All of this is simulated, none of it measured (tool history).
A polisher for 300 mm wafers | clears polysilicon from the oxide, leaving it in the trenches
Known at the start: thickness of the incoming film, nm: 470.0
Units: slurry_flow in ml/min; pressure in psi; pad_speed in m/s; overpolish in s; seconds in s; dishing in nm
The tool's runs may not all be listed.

run  hour  slurry_flow  pressure  pad_speed  overpolish  seconds  dishing
  1   0.0          180       3.2       0.98          26   29.004   61.266
  2   0.5          180       3.2       0.80          26   35.001   64.714
  3   7.9          180       3.2       0.56          26   46.684   64.402
  4   9.9          155       2.6       0.70          20   46.841   60.801
  5  12.0          120       2.6       0.70          20   53.256   59.295
  6  12.9          120       1.8       0.70          20   69.855   54.298

Forecast run 7:
  7  14.1          115       1.7       0.88          31        ?        ?

seconds: 63.429 s
dishing: 62.260 nm

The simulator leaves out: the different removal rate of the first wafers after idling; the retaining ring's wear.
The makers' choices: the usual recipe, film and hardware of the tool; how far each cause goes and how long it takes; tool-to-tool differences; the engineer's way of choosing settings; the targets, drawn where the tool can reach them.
